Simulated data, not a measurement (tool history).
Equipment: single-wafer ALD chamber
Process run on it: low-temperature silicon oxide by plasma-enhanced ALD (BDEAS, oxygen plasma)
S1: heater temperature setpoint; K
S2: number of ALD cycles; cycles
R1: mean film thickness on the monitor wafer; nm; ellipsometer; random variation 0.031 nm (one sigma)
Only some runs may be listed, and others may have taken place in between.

run 1 hour=0.0 | S1=378.15 S2=58 | R1=8.0817
run 2 hour=6.0 | S1=383.15 S2=58 | R1=8.0424
run 3 hour=13.2 | S1=383.15 S2=62 | R1=8.6299
run 4 hour=22.2 | S1=383.15 S2=68 | R1=9.3952
run 5 hour=24.3 | S1=383.15 S2=64 | R1=8.9017
run 6 hour=29.8 | S1=392.15 S2=64 | R1=8.7251
run 7 hour=30.9 | S1=393.15 S2=62 | R1=8.4643
-- hour=32.8 thermocouple changed; heater temperature recalibrated
run 8 hour=32.8 | S1=393.15 S2=60 | R1=8.1054

What does the tool deliver on the next run?
run 9 hour=40.6 | S1=394.15 S2=59 | R1=?

Logged for run 9: R1 7.9543 nm.
